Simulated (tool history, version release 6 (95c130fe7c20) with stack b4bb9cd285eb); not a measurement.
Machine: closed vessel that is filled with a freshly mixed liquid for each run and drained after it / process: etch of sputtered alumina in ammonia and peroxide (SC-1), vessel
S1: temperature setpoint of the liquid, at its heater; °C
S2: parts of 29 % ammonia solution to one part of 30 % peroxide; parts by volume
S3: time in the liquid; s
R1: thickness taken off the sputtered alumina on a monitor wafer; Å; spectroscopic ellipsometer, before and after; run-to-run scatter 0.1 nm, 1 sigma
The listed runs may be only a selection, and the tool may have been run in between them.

run,hour,S1,S2,S3,R1
1,0,54,0.85,150,69.397
2,1.3,54,0.6,150,66.466
3,4.3,54,0.4,150,65.091
4,11.9,47.5,0.4,150,45.158
5,15.8,50.5,0.4,150,53.977
6,23.5,53,0.4,150,60.309
7,29.4,55,0.4,150,68.32
8,34.9,55,0.4,150,69.435
9,43.4,56.5,0.4,150,73.98
10,46.4,58,0.4,150,80.821
11,53,59,0.4,150,84.301

Estimate the outcome of run 12 from the log above:
12,59.3,60,0.4,150,?

Logged for run 12: R1 86.815 Å.
